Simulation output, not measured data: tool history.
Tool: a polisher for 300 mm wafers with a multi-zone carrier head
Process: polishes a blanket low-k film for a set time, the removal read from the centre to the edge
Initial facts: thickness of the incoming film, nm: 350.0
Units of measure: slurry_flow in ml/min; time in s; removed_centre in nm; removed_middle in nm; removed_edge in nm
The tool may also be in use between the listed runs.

run	hour	slurry_flow	centre_zone	middle_zone	edge_zone	slurry_solids	time	removed_centre	removed_middle	removed_edge
1	0	165	1	1	1	1	58	22.11	21.571	21.122
2	8.9	175	1	1.02	1.03	1.05	58	22.771	22.369	22.041
3	17.9	185	1	1.05	1.05	1.1	58	23.214	23.683	22.656
4	21.7	185	1	1.05	1.05	1.1	65	25.83	25.955	25.616
5	23.9	185	1	1.05	1.01	1.1	65	25.912	26.373	25.172
6	24.7	195	1	1.06	1.03	1.15	65	26.772	27.592	25.817
7	33.6	230	0.99	1.06	1.13	1.25	65	27.724	28.64	28.802

For run 8, what comes out?
8	34.9	235	0.99	1.07	1.13	1.25	65	?	?	?

Run 8 gave removed_centre 27.757 nm, removed_middle 28.979 nm, removed_edge 28.434 nm.

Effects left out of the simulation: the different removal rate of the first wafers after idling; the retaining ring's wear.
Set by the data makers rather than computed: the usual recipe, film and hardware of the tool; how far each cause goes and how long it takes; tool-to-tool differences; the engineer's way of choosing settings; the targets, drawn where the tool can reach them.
